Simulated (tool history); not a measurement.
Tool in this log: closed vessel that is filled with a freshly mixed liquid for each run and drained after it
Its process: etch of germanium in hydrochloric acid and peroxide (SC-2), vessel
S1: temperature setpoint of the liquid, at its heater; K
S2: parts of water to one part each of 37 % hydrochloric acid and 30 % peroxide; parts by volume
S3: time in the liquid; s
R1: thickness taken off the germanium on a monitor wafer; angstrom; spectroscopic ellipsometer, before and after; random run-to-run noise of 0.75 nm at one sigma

run,hour,S1,S2,S3,R1
1,0.0,318.15,6.5,95,2125.0
2,1.2,313.65,6.5,95,1815.1
3,8.9,315.15,6.5,95,1922.5
4,15.1,315.15,7.5,95,1900.5
5,19.4,316.15,7.5,95,1970.2
6,21.2,313.65,7.5,95,1809.8
7,23.4,315.15,7.5,95,1909.7
8,26.1,316.15,7.5,95,1969.5
9,32.0,317.15,7.5,95,2032.5

Forecast run 10:
10,39.9,318.15,7.5,95,?

{"run 10": {"R1": 2105.3}}

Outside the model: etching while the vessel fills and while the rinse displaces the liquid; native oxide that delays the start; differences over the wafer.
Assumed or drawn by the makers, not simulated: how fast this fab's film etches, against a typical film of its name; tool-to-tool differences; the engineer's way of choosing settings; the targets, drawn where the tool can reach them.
